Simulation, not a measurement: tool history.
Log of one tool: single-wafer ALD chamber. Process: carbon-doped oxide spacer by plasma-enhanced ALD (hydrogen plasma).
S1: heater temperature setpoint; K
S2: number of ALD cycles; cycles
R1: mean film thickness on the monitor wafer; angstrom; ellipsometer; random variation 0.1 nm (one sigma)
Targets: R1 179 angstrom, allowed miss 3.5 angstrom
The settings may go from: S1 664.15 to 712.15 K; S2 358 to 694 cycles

run,hour,S1,S2,R1
1,0,688.15,526,227.38
2,3.8,690.15,510,217.9
3,9.8,692.15,499,211.67
4,18.1,692.15,556,234.59
5,25.3,692.15,499,211.67
6,27.2,692.15,559,238.53
7,32.6,694.15,540,229.39
8,36.2,695.15,521,218.69
9,44.6,697.15,508,209.81
10,45.7,699.15,500,205.18
11,48.3,699.15,500,206.68
12,55.3,700.15,491,204.02
13,61.5,706.15,413,165.73
14,64.8,704.15,415,168.88
15,71.2,703.15,417,170.04
16,73,702.15,418,171.76
17,80.5,701.15,419,172.66
18,86,700.15,420,172.5
19,90.8,699.15,421,172.13
20,95.3,698.15,423,175.63

Which of these 5 next moves meets every target?
A,99.8,700.15,417,?
B,99.8,701.15,403,?
C,99.8,695.15,403,?
D,99.8,685.15,411,?
E,99.8,683.15,395,?

move,R1
A,171.94
B,165.54
C,169.28
D,178.98
E,173.23
A: further off than the last run
B: further off than the last run
C: further off than the last run
D: meets every target
E: further off than the last run
The right move is D.

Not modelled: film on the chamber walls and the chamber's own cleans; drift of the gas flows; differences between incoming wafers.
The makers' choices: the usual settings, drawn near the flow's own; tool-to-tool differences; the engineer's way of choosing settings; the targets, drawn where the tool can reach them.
